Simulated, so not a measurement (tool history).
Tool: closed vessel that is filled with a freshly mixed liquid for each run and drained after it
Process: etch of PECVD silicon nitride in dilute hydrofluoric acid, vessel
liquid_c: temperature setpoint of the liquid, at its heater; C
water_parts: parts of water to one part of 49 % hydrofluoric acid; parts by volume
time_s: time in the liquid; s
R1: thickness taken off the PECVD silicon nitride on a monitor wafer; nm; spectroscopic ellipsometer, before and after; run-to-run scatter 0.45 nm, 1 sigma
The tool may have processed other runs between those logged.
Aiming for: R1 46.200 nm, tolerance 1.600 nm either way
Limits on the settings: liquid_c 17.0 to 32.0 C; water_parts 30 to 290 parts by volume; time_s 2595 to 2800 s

{"run": 1, "hour": 0.0, "liquid_c": 24.0, "water_parts": 160, "time_s": 2595, "R1": 31.102}
{"run": 2, "hour": 5.3, "liquid_c": 25.0, "water_parts": 160, "time_s": 2595, "R1": 32.552}
{"run": 3, "hour": 9.2, "liquid_c": 26.0, "water_parts": 160, "time_s": 2595, "R1": 34.675}
{"run": 4, "hour": 15.7, "liquid_c": 24.5, "water_parts": 160, "time_s": 2595, "R1": 31.878}
{"run": 5, "hour": 18.2, "liquid_c": 25.5, "water_parts": 160, "time_s": 2595, "R1": 34.074}
{"run": 6, "hour": 23.2, "liquid_c": 25.5, "water_parts": 160, "time_s": 2595, "R1": 33.737}
{"run": 7, "hour": 31.6, "liquid_c": 26.5, "water_parts": 160, "time_s": 2595, "R1": 35.438}
{"run": 8, "hour": 36.9, "liquid_c": 27.5, "water_parts": 160, "time_s": 2595, "R1": 38.377}
{"run": 9, "hour": 40.8, "liquid_c": 27.5, "water_parts": 160, "time_s": 2595, "R1": 37.679}
{"run": 10, "hour": 43.8, "liquid_c": 28.0, "water_parts": 160, "time_s": 2595, "R1": 39.74}

Which one of the following 4 next-run settings gets every result inside its allowed miss? There is exactly one.
{"run": "A", "hour": 46.8, "liquid_c": 32.0, "water_parts": 165, "time_s": 2740, "R1": "?"}
{"run": "B", "hour": 46.8, "liquid_c": 31.5, "water_parts": 180, "time_s": 2730, "R1": "?"}
{"run": "C", "hour": 46.8, "liquid_c": 29.0, "water_parts": 145, "time_s": 2800, "R1": "?"}
{"run": "D", "hour": 46.8, "liquid_c": 31.0, "water_parts": 155, "time_s": 2680, "R1": "?"}

move=A R1=51.357
move=B R1=45.425
move=C R1=49.876
move=D R1=50.425
A: takes the biggest miss from the last run beyond its target
B: each result inside its tolerance
C: takes the biggest miss from the last run beyond its target
D: takes the biggest miss from the last run beyond its target
Go with B: it meets all targets.
